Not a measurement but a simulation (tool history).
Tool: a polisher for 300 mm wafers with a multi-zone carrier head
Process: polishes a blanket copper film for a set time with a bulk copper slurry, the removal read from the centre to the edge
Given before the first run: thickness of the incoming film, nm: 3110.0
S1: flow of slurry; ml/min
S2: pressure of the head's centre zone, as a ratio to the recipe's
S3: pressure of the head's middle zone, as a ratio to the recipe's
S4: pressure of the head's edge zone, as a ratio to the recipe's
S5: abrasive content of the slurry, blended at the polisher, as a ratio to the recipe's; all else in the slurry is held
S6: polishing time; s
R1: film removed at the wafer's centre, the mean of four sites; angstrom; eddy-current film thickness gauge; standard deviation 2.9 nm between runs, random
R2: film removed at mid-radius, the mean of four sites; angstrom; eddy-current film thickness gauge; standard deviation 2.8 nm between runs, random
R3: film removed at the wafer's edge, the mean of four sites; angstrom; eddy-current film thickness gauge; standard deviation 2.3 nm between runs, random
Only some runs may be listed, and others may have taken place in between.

{"run": 1, "day": 0.0, "S1": 315, "S2": 1.0, "S3": 1.0, "S4": 1.0, "S5": 1.0, "S6": 47, "R1": 3885.1, "R2": 4088.2, "R3": 4079.3}
{"run": 2, "day": 0.254, "S1": 315, "S2": 1.0, "S3": 1.0, "S4": 1.08, "S5": 1.0, "S6": 47, "R1": 4062.9, "R2": 4105.6, "R3": 4116.7}
{"run": 3, "day": 0.529, "S1": 250, "S2": 1.0, "S3": 1.0, "S4": 1.08, "S5": 1.0, "S6": 47, "R1": 3874.2, "R2": 3949.4, "R3": 4008.4}
{"run": 4, "day": 0.604, "S1": 250, "S2": 1.05, "S3": 1.0, "S4": 1.08, "S5": 1.0, "S6": 47, "R1": 4153.3, "R2": 3952.6, "R3": 4019.1}
{"run": 5, "day": 0.975, "S1": 245, "S2": 1.03, "S3": 0.99, "S4": 1.07, "S5": 0.9, "S6": 44, "R1": 3663.0, "R2": 3617.5, "R3": 3646.9}
{"run": 6, "day": 1.133, "S1": 240, "S2": 1.02, "S3": 0.96, "S4": 1.06, "S5": 0.8, "S6": 42, "R1": 3368.1, "R2": 3233.2, "R3": 3420.3}
{"run": 7, "day": 1.438, "S1": 235, "S2": 1.01, "S3": 0.96, "S4": 1.05, "S5": 0.75, "S6": 41, "R1": 3201.4, "R2": 3106.4, "R3": 3309.8}
{"run": 8, "day": 1.508, "S1": 235, "S2": 1.01, "S3": 0.96, "S4": 1.04, "S5": 0.7, "S6": 40, "R1": 3102.0, "R2": 2975.4, "R3": 3101.3}
{"run": 9, "day": 1.621, "S1": 230, "S2": 0.99, "S3": 0.95, "S4": 1.02, "S5": 0.65, "S6": 40, "R1": 2923.4, "R2": 2953.1, "R3": 3026.2}

The next listed run, before its measurement:
{"run": 10, "day": 1.988, "S1": 225, "S2": 0.98, "S3": 0.93, "S4": 1.0, "S5": 0.6, "S6": 40, "R1": "?", "R2": "?", "R3": "?"}

{"run 10": {"R1": 2825.9, "R2": 2773.5, "R3": 2914.5}}
